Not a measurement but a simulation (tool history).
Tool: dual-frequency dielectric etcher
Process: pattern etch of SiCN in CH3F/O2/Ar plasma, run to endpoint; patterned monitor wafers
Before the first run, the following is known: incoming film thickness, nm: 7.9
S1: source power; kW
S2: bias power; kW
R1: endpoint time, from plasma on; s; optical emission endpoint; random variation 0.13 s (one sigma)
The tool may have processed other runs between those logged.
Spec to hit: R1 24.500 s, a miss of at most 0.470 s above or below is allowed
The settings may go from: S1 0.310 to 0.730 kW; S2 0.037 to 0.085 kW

run    day     S1     S2      R1
  1  0.000  0.520  0.061  20.552
  2  0.271  0.480  0.061  21.562
  3  0.504  0.480  0.069  20.312
  4  0.788  0.430  0.067  21.926
  5  1.042  0.400  0.067  23.080
  6  1.383  0.430  0.067  21.846
  7  1.462  0.400  0.067  22.881
  8  1.579  0.380  0.067  23.800

Exactly one of the 5 candidate moves below puts every result within its allowed miss. Which one?
  A  1.696  0.330  0.076   ?
  B  1.696  0.350  0.066   ?
  C  1.696  0.330  0.070   ?
  D  1.696  0.410  0.052   ?
  E  1.696  0.370  0.061   ?

move      R1
   A  24.388
   B  25.245
   C  25.505
   D  25.940
   E  25.374
A: meets every target
B: carries the result that was furthest off beyond its target, to the other side
C: carries the result that was furthest off beyond its target, to the other side
D: carries the result that was furthest off beyond its target, to the other side
E: carries the result that was furthest off beyond its target, to the other side
A is the move that brings every result within its allowed miss.
